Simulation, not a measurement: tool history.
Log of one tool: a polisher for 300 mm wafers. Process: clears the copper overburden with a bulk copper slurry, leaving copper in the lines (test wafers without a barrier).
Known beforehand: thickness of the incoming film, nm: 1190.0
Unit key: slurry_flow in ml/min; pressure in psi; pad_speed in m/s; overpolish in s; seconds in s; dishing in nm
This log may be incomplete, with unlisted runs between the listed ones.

run	hour	slurry_flow	pressure	pad_speed	slurry_solids	overpolish	seconds	dishing
1	0	215	2.1	1.36	1	23	142.88	78.407
2	3.4	215	2.1	1.36	0.9	23	142.3	80.274
3	7.1	215	2	1.34	0.9	25	153.34	79.087
4	10.9	215	2	1.14	0.9	25	180.54	74.201
5	13.1	215	2	1.14	0.9	34	175.84	82.767
6	15.1	215	1.9	1.12	0.9	35	188.76	80.979
7	18.6	215	1.8	1.1	0.9	36	198.23	78.826
8	24.5	215	1.8	1.08	0.9	37	210.72	80.197
9	26.9	215	1.8	1.08	0.9	38	203.64	80.643

Expected results for the next run?
10	34.8	215	1.8	1.08	0.9	39	?	?

Run 10 measured seconds 204.05 s, dishing 82.777 nm.
